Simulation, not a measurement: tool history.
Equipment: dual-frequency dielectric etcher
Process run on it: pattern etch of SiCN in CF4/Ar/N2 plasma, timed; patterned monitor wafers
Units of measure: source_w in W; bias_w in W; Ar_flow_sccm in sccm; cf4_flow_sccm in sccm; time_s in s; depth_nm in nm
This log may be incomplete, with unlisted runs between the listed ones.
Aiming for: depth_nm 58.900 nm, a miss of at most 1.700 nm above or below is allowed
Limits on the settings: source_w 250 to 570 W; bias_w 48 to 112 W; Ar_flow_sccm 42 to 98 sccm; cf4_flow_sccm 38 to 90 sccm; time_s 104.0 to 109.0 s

| run | hour | source_w | bias_w | Ar_flow_sccm | cf4_flow_sccm | time_s | depth_nm |
|---|---|---|---|---|---|---|---|
| 1 | 0.0 | 410 | 80 | 70 | 64 | 104.0 | 81.471 |
| 2 | 5.1 | 410 | 80 | 70 | 58 | 104.0 | 80.165 |
| 3 | 12.2 | 380 | 79 | 70 | 58 | 104.0 | 73.870 |
| 4 | 20.6 | 360 | 79 | 70 | 58 | 104.0 | 69.394 |
| 5 | 26.4 | 350 | 79 | 70 | 58 | 104.0 | 67.376 |
| 6 | 27.6 | 340 | 79 | 70 | 58 | 104.0 | 65.634 |
| 7 | 35.3 | 330 | 79 | 70 | 58 | 104.0 | 63.331 |
| 8 | 38.6 | 320 | 79 | 70 | 58 | 104.0 | 60.862 |

Pick the move, out of 5, that brings all results within their allowed miss; only one does.
| A | 41.9 | 320 | 81 | 79 | 61 | 108.0 | ? |
| B | 41.9 | 310 | 76 | 74 | 49 | 105.5 | ? |
| C | 41.9 | 280 | 80 | 66 | 57 | 108.5 | ? |
| D | 41.9 | 280 | 73 | 52 | 63 | 104.5 | ? |
| E | 41.9 | 320 | 74 | 86 | 70 | 104.0 | ? |

| move | depth_nm |
|---|---|
| A | 63.457 |
| B | 55.744 |
| C | 55.021 |
| D | 53.349 |
| E | 59.477 |
A: moves away from the targets compared with the last run
B: pushes the last run's worst result past its target
C: pushes the last run's worst result past its target
D: pushes the last run's worst result past its target
E: each result inside its tolerance
The move that meets every target is E.
